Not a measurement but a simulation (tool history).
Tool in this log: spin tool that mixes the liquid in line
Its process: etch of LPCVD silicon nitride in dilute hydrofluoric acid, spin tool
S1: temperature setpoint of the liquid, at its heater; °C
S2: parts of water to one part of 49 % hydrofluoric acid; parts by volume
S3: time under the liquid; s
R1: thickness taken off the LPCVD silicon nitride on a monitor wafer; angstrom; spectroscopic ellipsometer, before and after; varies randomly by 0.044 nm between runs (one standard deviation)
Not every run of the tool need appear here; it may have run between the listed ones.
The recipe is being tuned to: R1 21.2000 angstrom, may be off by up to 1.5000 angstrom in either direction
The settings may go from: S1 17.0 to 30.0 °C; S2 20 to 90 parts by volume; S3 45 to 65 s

| run | day | S1 | S2 | S3 | R1 |
|---|---|---|---|---|---|
| 1 | 0.000 | 22.0 | 50 | 65 | 5.9322 |
| 2 | 0.288 | 22.0 | 50 | 45 | 4.2385 |
| 3 | 0.367 | 22.0 | 50 | 65 | 5.8630 |
| 4 | 0.625 | 22.0 | 50 | 45 | 4.1759 |
| 5 | 0.804 | 22.0 | 50 | 45 | 4.3781 |
| 6 | 0.875 | 22.0 | 40 | 45 | 5.2004 |
| 7 | 1.112 | 23.5 | 35 | 50 | 7.3057 |
| 8 | 1.142 | 24.5 | 35 | 50 | 7.8176 |
| 9 | 1.483 | 25.5 | 35 | 50 | 8.2812 |
| 10 | 1.788 | 26.0 | 35 | 50 | 8.4886 |
| 11 | 2.125 | 26.5 | 35 | 50 | 9.0398 |
|  | 2.212 | hydrofluoric acid flow meter replaced |
| 12 | 2.212 | 30.0 | 20 | 65 | 26.2530 |

4 candidate next runs follow, results not yet known. Just one meets every target within its allowed miss. Identify it.
| A | 2.300 | 30.0 | 20 | 60 | ? |
| B | 2.300 | 29.0 | 20 | 65 | ? |
| C | 2.300 | 29.0 | 20 | 60 | ? |
| D | 2.300 | 30.0 | 25 | 60 | ? |

| move | R1 |
|---|---|
| A | 25.0740 |
| B | 25.4300 |
| C | 23.4740 |
| D | 20.2300 |
A: an improvement on the last run, though not all results are within tolerance
B: an improvement on the last run, though not all results are within tolerance
C: an improvement on the last run, though not all results are within tolerance
D: all results in spec
D meets every target.
